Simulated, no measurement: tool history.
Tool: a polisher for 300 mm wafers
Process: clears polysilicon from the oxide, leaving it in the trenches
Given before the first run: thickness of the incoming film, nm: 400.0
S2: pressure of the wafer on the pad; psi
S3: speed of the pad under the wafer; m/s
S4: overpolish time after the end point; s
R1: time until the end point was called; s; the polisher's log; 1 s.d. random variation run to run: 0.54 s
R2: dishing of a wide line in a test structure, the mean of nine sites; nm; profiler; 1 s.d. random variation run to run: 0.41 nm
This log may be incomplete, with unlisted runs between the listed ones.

run 1 hour=0.0 | flow_of_slurry_(ml/min)=245 S2=2.0 S3=0.88 S4=18 | R1=44.471 R2=62.879
run 2 hour=2.1 | flow_of_slurry_(ml/min)=245 S2=2.0 S3=0.88 S4=23 | R1=43.902 R2=68.256
run 3 hour=5.1 | flow_of_slurry_(ml/min)=250 S2=2.0 S3=0.88 S4=19 | R1=43.577 R2=63.481
run 4 hour=13.6 | flow_of_slurry_(ml/min)=250 S2=1.6 S3=0.88 S4=19 | R1=52.771 R2=59.766
run 5 hour=15.1 | flow_of_slurry_(ml/min)=250 S2=1.2 S3=0.88 S4=19 | R1=70.871 R2=53.558
run 6 hour=20.3 | flow_of_slurry_(ml/min)=250 S2=1.6 S3=0.88 S4=19 | R1=53.405 R2=59.422
run 7 hour=26.8 | flow_of_slurry_(ml/min)=280 S2=1.4 S3=0.98 S4=16 | R1=54.451 R2=56.896
run 8 hour=30.5 | flow_of_slurry_(ml/min)=210 S2=2.0 S3=0.74 S4=7 | R1=52.812 R2=34.376
run 9 hour=39.2 | flow_of_slurry_(ml/min)=215 S2=2.2 S3=0.72 S4=7 | R1=48.657 R2=35.895
run 10 hour=44.6 | flow_of_slurry_(ml/min)=215 S2=2.4 S3=0.72 S4=7 | R1=46.239 R2=37.574
run 11 hour=46.4 | flow_of_slurry_(ml/min)=200 S2=2.6 S3=0.72 S4=7 | R1=42.863 R2=39.207
run 12 hour=54.7 | flow_of_slurry_(ml/min)=200 S2=2.6 S3=0.72 S4=7 | R1=43.365 R2=40.186
run 13 hour=57.6 | flow_of_slurry_(ml/min)=240 S2=2.6 S3=0.70 S4=7 | R1=43.137 R2=39.486
run 14 hour=66.5 | flow_of_slurry_(ml/min)=220 S2=2.7 S3=0.70 S4=7 | R1=41.384 R2=40.192

Run 15, settings as shown, results not yet in. Your forecast:
run 15 hour=67.1 | flow_of_slurry_(ml/min)=205 S2=2.8 S3=0.70 S4=7 | R1=? R2=?

Run 15 yielded R1 40.605 s, R2 40.949 nm.
